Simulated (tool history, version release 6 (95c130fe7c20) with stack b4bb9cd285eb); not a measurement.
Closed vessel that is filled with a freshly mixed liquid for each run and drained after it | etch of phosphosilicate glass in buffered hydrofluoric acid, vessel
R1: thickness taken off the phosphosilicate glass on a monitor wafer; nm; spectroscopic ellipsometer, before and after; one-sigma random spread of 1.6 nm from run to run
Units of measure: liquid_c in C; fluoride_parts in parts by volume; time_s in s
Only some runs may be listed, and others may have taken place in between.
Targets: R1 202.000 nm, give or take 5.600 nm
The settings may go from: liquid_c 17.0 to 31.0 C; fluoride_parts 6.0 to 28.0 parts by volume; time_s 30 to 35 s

{"run": 1, "day": 0.0, "liquid_c": 23.0, "fluoride_parts": 17.0, "time_s": 35, "R1": 127.03}
{"run": 2, "day": 0.083, "liquid_c": 19.5, "fluoride_parts": 17.0, "time_s": 35, "R1": 104.43}
{"run": 3, "day": 0.246, "liquid_c": 19.5, "fluoride_parts": 20.5, "time_s": 35, "R1": 88.746}
{"run": 4, "day": 0.392, "liquid_c": 19.5, "fluoride_parts": 20.5, "time_s": 35, "R1": 89.005}
{"run": 5, "day": 0.729, "liquid_c": 19.5, "fluoride_parts": 20.5, "time_s": 35, "R1": 87.047}
{"run": 6, "day": 0.996, "liquid_c": 19.5, "fluoride_parts": 20.5, "time_s": 35, "R1": 87.335}
{"run": 7, "day": 1.317, "liquid_c": 22.5, "fluoride_parts": 19.0, "time_s": 35, "R1": 110.61}
{"day": 1.483, "done": "hydrofluoric acid flow meter replaced"}
{"run": 8, "day": 1.483, "liquid_c": 25.0, "fluoride_parts": 18.0, "time_s": 35, "R1": 129.42}
{"run": 9, "day": 1.529, "liquid_c": 26.5, "fluoride_parts": 17.0, "time_s": 35, "R1": 145.36}
{"run": 10, "day": 1.75, "liquid_c": 30.5, "fluoride_parts": 14.0, "time_s": 35, "R1": 215.69}
{"run": 11, "day": 1.996, "liquid_c": 30.0, "fluoride_parts": 14.0, "time_s": 35, "R1": 212.78}

Which one of the following 4 next-run settings gets every result inside its allowed miss? There is exactly one.
{"run": "A", "day": 2.242, "liquid_c": 30.5, "fluoride_parts": 13.0, "time_s": 30, "R1": "?"}
{"run": "B", "day": 2.242, "liquid_c": 31.0, "fluoride_parts": 12.0, "time_s": 30, "R1": "?"}
{"run": "C", "day": 2.242, "liquid_c": 25.0, "fluoride_parts": 10.0, "time_s": 35, "R1": "?"}
{"run": "D", "day": 2.242, "liquid_c": 27.0, "fluoride_parts": 8.5, "time_s": 30, "R1": "?"}

move=A R1=199.690
move=B R1=221.630
move=C R1=224.490
move=D R1=243.600
A: all results in spec
B: misses by more than the last run did
C: misses by more than the last run did
D: misses by more than the last run did
Go with A: it meets all targets.
